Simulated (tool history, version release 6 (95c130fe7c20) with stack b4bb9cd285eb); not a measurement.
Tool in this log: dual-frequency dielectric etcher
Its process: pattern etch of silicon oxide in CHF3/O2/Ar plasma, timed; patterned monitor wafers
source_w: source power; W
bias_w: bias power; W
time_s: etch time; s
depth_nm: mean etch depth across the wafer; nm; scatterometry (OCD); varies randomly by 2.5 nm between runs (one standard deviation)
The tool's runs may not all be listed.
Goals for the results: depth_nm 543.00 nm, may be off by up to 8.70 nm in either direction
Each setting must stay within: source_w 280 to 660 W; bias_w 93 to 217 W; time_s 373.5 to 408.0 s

run 1 hour=0.0 | source_w=470 bias_w=155 time_s=408.0 | depth_nm=681.10
run 2 hour=7.8 | source_w=470 bias_w=155 time_s=408.0 | depth_nm=680.07
run 3 hour=13.8 | source_w=550 bias_w=155 time_s=408.0 | depth_nm=723.02
run 4 hour=18.3 | source_w=550 bias_w=165 time_s=408.0 | depth_nm=735.36
run 5 hour=19.4 | source_w=550 bias_w=143 time_s=408.0 | depth_nm=709.50
run 6 hour=25.1 | source_w=550 bias_w=143 time_s=408.0 | depth_nm=711.27
run 7 hour=26.0 | source_w=480 bias_w=131 time_s=404.5 | depth_nm=653.19
run 8 hour=27.6 | source_w=430 bias_w=125 time_s=403.0 | depth_nm=610.94
run 9 hour=34.0 | source_w=390 bias_w=123 time_s=403.0 | depth_nm=585.06
run 10 hour=37.4 | source_w=370 bias_w=122 time_s=403.0 | depth_nm=561.59

Next run, 4 choices. One meets every target within its allowed miss, the rest don't. Which?
run A hour=40.8 | source_w=370 bias_w=115 time_s=399.0 | depth_nm=?
run B hour=40.8 | source_w=390 bias_w=116 time_s=382.0 | depth_nm=?
run C hour=40.8 | source_w=330 bias_w=145 time_s=401.0 | depth_nm=?
run D hour=40.8 | source_w=370 bias_w=111 time_s=408.0 | depth_nm=?

move=A depth_nm=560.08
move=B depth_nm=550.35
move=C depth_nm=563.42
move=D depth_nm=568.33
A: closes in on the targets versus the last run, not all within tolerance yet
B: all results in spec
C: further off than the last run
D: further off than the last run
Move B is the one to make.

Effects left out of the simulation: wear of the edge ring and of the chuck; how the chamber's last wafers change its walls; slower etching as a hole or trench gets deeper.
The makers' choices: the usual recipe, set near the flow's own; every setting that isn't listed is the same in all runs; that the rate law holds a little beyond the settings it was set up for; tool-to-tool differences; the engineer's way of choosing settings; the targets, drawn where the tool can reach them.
